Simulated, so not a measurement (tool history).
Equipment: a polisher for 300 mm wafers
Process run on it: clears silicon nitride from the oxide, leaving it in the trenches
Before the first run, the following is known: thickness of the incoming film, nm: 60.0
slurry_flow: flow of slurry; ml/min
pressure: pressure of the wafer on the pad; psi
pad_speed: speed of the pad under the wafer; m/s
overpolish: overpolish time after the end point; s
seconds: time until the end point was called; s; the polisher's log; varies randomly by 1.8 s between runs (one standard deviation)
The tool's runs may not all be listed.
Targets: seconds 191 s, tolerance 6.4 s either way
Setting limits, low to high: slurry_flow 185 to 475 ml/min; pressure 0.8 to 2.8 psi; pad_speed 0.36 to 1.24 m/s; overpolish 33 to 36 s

| run | hour | slurry_flow | pressure | pad_speed | overpolish | seconds |
|---|---|---|---|---|---|---|
| 1 | 0 | 305 | 1.8 | 0.8 | 33 | 133.39 |
| 2 | 6.7 | 305 | 1.6 | 0.8 | 33 | 148.84 |
| 3 | 9.1 | 305 | 1.5 | 0.8 | 33 | 158.82 |
| 4 | 12.9 | 335 | 1.5 | 0.8 | 33 | 157.7 |
| 5 | 17.9 | 370 | 1.5 | 0.8 | 33 | 157.03 |
| 6 | 21.4 | 370 | 1.9 | 0.8 | 33 | 123.81 |
| 7 | 23.8 | 370 | 1.7 | 0.8 | 33 | 138.86 |
| 8 | 26.1 | 370 | 1.5 | 0.8 | 33 | 154.54 |
| 9 | 31 | 370 | 1.4 | 0.8 | 33 | 167.35 |
| 10 | 33 | 370 | 1.3 | 0.8 | 33 | 176.6 |

Below are 4 possible settings for the next run. Only one of them brings all results inside the allowed miss of their targets. Which is it?
| A | 35 | 445 | 1.1 | 0.86 | 33 | ? |
| B | 35 | 400 | 1.4 | 0.84 | 36 | ? |
| C | 35 | 380 | 1.3 | 0.86 | 34 | ? |
| D | 35 | 365 | 1.3 | 0.88 | 36 | ? |

| move | seconds |
|---|---|
| A | 193.45 |
| B | 158.21 |
| C | 166.63 |
| D | 163.43 |
A: each result inside its tolerance
B: moves away from the targets compared with the last run
C: moves away from the targets compared with the last run
D: moves away from the targets compared with the last run
So the answer is move A, the one that meets all the targets.
